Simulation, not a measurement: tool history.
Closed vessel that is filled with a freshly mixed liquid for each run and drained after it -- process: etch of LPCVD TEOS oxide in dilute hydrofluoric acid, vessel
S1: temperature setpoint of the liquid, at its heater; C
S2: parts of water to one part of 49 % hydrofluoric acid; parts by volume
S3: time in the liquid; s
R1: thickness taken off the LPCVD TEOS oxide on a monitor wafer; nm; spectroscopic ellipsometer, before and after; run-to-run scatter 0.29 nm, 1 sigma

{"run": 1, "hour": 0.0, "S1": 25.0, "S2": 225, "S3": 440, "R1": 59.783}
{"run": 2, "hour": 4.1, "S1": 25.0, "S2": 275, "S3": 440, "R1": 46.721}
{"run": 3, "hour": 12.2, "S1": 25.0, "S2": 275, "S3": 470, "R1": 49.602}
{"run": 4, "hour": 16.8, "S1": 26.5, "S2": 270, "S3": 470, "R1": 54.091}
{"run": 5, "hour": 20.2, "S1": 26.5, "S2": 220, "S3": 470, "R1": 69.685}
{"run": 6, "hour": 28.9, "S1": 26.5, "S2": 185, "S3": 470, "R1": 86.171}
{"run": 7, "hour": 31.2, "S1": 25.5, "S2": 185, "S3": 470, "R1": 83.299}

What will run 8 give?
{"run": 8, "hour": 39.5, "S1": 25.0, "S2": 185, "S3": 470, "R1": "?"}

{"run 8": {"R1": 81.245}}
